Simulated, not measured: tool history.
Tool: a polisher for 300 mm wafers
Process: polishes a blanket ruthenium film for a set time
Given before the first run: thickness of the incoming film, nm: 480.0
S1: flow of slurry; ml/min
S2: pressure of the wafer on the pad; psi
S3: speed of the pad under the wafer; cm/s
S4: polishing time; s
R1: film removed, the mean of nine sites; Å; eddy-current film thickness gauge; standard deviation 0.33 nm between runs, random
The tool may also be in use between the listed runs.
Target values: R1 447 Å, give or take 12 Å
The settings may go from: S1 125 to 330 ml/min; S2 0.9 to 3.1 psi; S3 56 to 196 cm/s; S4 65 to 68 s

| run | day | S1 | S2 | S3 | S4 | R1 |
|---|---|---|---|---|---|---|
| 1 | 0 | 210 | 2 | 126 | 65 | 860.44 |
| 2 | 0.121 | 210 | 2 | 126 | 68 | 894.31 |
| 3 | 0.454 | 205 | 1.8 | 124 | 68 | 798.83 |
| 4 | 0.525 | 200 | 1.6 | 122 | 68 | 706.78 |
| 5 | 0.567 | 200 | 1.6 | 122 | 65 | 664.16 |
| 6 | 0.846 | 200 | 1.4 | 122 | 65 | 585.25 |
| 7 | 0.908 | 200 | 1.3 | 122 | 65 | 547.09 |
| 8 | 0.971 | 200 | 1.2 | 122 | 65 | 508.33 |
| 9 | 1.029 | 200 | 1.1 | 122 | 65 | 472.11 |
| 10 | 1.167 | 200 | 1 | 122 | 65 | 432.6 |
| 11 | 1.425 | 200 | 1 | 122 | 65 | 426.04 |
| 12 | 1.679 | 200 | 1.1 | 122 | 65 | 470.31 |
| 13 | 2.046 | 200 | 1 | 122 | 65 | 430.11 |
| 14 | 2.238 | 200 | 1.1 | 122 | 65 | 476.26 |
| 15 | 2.283 | 200 | 1 | 122 | 65 | 434.29 |
| 16 | 2.408 | 200 | 1 | 122 | 66 | 431.26 |

Exercise: of the 4 proposed moves below, exactly one satisfies all targets within the stated allowed misses. Which move is it?
| A | 2.533 | 225 | 1.1 | 106 | 65 | ? |
| B | 2.533 | 205 | 1 | 112 | 67 | ? |
| C | 2.533 | 235 | 1 | 124 | 66 | ? |
| D | 2.533 | 215 | 1 | 114 | 67 | ? |

| move | R1 |
|---|---|
| A | 411.26 |
| B | 404.39 |
| C | 446.18 |
| D | 413.58 |
A: misses by more than the last run did
B: misses by more than the last run did
C: every result within its allowed miss
D: misses by more than the last run did
Move C is the one to make.
